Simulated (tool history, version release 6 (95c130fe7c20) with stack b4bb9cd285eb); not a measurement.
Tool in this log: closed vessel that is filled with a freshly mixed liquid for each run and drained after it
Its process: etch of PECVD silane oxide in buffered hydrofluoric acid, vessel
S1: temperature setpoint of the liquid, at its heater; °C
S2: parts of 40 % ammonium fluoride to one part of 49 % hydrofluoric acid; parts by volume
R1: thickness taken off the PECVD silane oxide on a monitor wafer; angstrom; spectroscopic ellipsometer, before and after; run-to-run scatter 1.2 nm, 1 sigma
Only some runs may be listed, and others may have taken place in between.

run 1 hour=0.0 | S1=24.0 S2=23.0 time_in_the_liquid_(s)=90 | R1=2034.2
run 2 hour=7.1 | S1=23.0 S2=24.0 time_in_the_liquid_(s)=90 | R1=1872.9
run 3 hour=14.5 | S1=22.0 S2=25.0 time_in_the_liquid_(s)=90 | R1=1718.2
run 4 hour=21.2 | S1=22.0 S2=25.0 time_in_the_liquid_(s)=90 | R1=1713.8
run 5 hour=29.6 | S1=22.0 S2=27.5 time_in_the_liquid_(s)=90 | R1=1601.8
run 6 hour=36.4 | S1=22.0 S2=27.5 time_in_the_liquid_(s)=95 | R1=1708.2
run 7 hour=41.7 | S1=21.5 S2=28.0 time_in_the_liquid_(s)=95 | R1=1629.1
run 8 hour=50.5 | S1=21.0 S2=28.5 time_in_the_liquid_(s)=95 | R1=1578.4

The next listed run, before its measurement:
run 9 hour=53.8 | S1=20.5 S2=28.5 time_in_the_liquid_(s)=95 | R1=?

R1: 1505.1 angstrom
